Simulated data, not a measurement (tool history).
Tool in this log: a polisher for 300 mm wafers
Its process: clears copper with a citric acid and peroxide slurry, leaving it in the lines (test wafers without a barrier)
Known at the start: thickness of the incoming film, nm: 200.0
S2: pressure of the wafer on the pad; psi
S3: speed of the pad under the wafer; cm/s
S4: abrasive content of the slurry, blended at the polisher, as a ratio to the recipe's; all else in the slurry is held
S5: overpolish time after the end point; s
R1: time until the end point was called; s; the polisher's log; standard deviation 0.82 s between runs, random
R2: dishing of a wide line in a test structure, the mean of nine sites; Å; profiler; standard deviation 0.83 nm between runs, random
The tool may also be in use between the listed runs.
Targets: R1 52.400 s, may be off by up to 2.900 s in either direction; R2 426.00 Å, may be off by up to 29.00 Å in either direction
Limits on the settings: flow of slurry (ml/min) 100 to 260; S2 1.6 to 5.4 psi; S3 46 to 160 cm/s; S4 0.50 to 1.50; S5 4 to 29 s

run 1 day=0.000 | flow_of_slurry_(ml/min)=165 S2=3.5 S3=102 S4=1.00 S5=15 | R1=82.396 R2=244.54
run 2 day=0.371 | flow_of_slurry_(ml/min)=125 S2=3.5 S3=102 S4=1.00 S5=15 | R1=83.001 R2=225.09
run 3 day=0.583 | flow_of_slurry_(ml/min)=130 S2=3.7 S3=102 S4=1.00 S5=15 | R1=79.766 R2=247.49
run 4 day=0.783 | flow_of_slurry_(ml/min)=130 S2=3.9 S3=102 S4=1.00 S5=15 | R1=76.988 R2=252.97
run 5 day=0.854 | flow_of_slurry_(ml/min)=130 S2=4.4 S3=102 S4=1.00 S5=15 | R1=69.347 R2=286.83
run 6 day=0.954 | flow_of_slurry_(ml/min)=130 S2=4.5 S3=102 S4=1.00 S5=15 | R1=69.258 R2=285.06
run 7 day=1.217 | flow_of_slurry_(ml/min)=130 S2=4.6 S3=104 S4=1.00 S5=15 | R1=66.314 R2=300.32
run 8 day=1.354 | flow_of_slurry_(ml/min)=130 S2=4.7 S3=104 S4=1.00 S5=15 | R1=63.071 R2=299.49
run 9 day=1.554 | flow_of_slurry_(ml/min)=130 S2=4.8 S3=104 S4=1.00 S5=15 | R1=63.707 R2=316.33
run 10 day=1.788 | flow_of_slurry_(ml/min)=130 S2=4.9 S3=104 S4=1.00 S5=15 | R1=61.777 R2=319.26
run 11 day=2.092 | flow_of_slurry_(ml/min)=130 S2=5.0 S3=104 S4=1.00 S5=15 | R1=59.563 R2=330.63
run 12 day=2.188 | flow_of_slurry_(ml/min)=135 S2=5.4 S3=104 S4=1.00 S5=18 | R1=55.450 R2=398.40

4 next moves are on the table. One of them brings every result within its allowed miss. Which?
run A day=2.283 | flow_of_slurry_(ml/min)=115 S2=5.3 S3=110 S4=1.10 S5=16 | R1=? R2=?
run B day=2.283 | flow_of_slurry_(ml/min)=160 S2=5.4 S3=102 S4=0.85 S5=15 | R1=? R2=?
run C day=2.283 | flow_of_slurry_(ml/min)=145 S2=4.8 S3=132 S4=0.85 S5=18 | R1=? R2=?
run D day=2.283 | flow_of_slurry_(ml/min)=130 S2=5.4 S3=112 S4=0.95 S5=15 | R1=? R2=?

move=A R1=52.197 R2=366.80
move=B R1=55.428 R2=329.27
move=C R1=50.355 R2=416.27
move=D R1=51.366 R2=351.92
A: gets the furthest-off result to its target, but another result is out of tolerance
B: misses by more than the last run did
C: hits every target within its allowed miss
D: gets the furthest-off result to its target, but another result is out of tolerance
Go with C: it meets all targets.
